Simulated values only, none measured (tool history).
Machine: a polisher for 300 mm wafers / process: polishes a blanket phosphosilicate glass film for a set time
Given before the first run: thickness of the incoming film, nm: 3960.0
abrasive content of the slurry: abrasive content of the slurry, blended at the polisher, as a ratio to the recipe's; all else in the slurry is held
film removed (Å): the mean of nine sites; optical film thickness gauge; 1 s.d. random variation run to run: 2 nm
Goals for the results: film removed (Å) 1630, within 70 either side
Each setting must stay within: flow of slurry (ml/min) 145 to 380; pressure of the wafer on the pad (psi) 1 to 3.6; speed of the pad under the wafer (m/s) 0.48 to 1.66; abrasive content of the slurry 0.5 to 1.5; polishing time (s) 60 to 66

run	hour	flow of slurry (ml/min)	pressure of the wafer on the pad (psi)	speed of the pad under the wafer (m/s)	abrasive content of the slurry	polishing time (s)	film removed (Å)
1	0	245	2.3	1.06	1	66	4325.8
2	5.3	185	2.3	1.06	1	66	4105.1
3	8.6	185	2.3	1.06	0.9	66	3866.2
4	17.4	185	2.2	1.02	0.9	66	3503.4
5	23.1	185	2.1	1	0.9	66	3410.1
6	25.8	185	2	0.96	0.9	66	3139.1
7	32.5	185	1.9	0.94	0.9	66	2955.4
8	37	185	1.9	0.94	0.9	66	2872.4
9	43.7	185	1.8	0.92	0.9	66	2730.2
10	46.5	185	1.7	0.9	0.9	66	2579.1
11	50.1	185	1.6	0.88	0.9	66	2381.9
12	53.2	185	1.5	0.88	0.9	66	2225.1
13	56.2	185	1.4	0.88	0.9	66	2049.7
14	60.3	185	1.2	0.88	0.9	66	1794.1

5 next moves are on the table. One of them brings every result within its allowed miss. Which?
A	64.4	180	1.2	0.84	0.9	66	?
B	64.4	145	1.5	0.98	0.75	63	?
C	64.4	165	1.1	1.38	0.65	66	?
D	64.4	210	1.2	0.88	0.95	60	?
E	64.4	175	1.3	0.88	0.9	62	?

move	film removed (Å)
A	1729
B	1877
C	1642.2
D	1725
E	1802.1
A: nearer than the last run, and not there yet
B: further off than the last run
C: each result inside its tolerance
D: nearer than the last run, and not there yet
E: roughly where the last run was
Move C is the one to make.
